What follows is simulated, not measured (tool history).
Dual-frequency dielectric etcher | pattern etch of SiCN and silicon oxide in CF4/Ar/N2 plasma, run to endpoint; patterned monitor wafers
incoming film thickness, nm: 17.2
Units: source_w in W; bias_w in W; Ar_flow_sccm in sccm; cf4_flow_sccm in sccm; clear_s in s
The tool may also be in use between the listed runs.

| run | hour | source_w | bias_w | Ar_flow_sccm | cf4_flow_sccm | clear_s |
|---|---|---|---|---|---|---|
| 1 | 0.0 | 540 | 80 | 83 | 44 | 15.938 |
| 2 | 3.0 | 540 | 85 | 83 | 44 | 15.620 |
| 3 | 4.7 | 550 | 85 | 83 | 44 | 15.390 |
| 4 | 8.4 | 510 | 85 | 83 | 44 | 16.347 |
| 5 | 13.5 | 520 | 85 | 83 | 44 | 16.049 |
| 6 | 16.3 | 530 | 85 | 83 | 44 | 15.844 |
| 7 | 18.6 | 540 | 85 | 83 | 44 | 15.591 |

Forecast run 8:
| 8 | 27.0 | 550 | 85 | 83 | 44 | ? |

Run 8 gave clear_s 15.515 s.
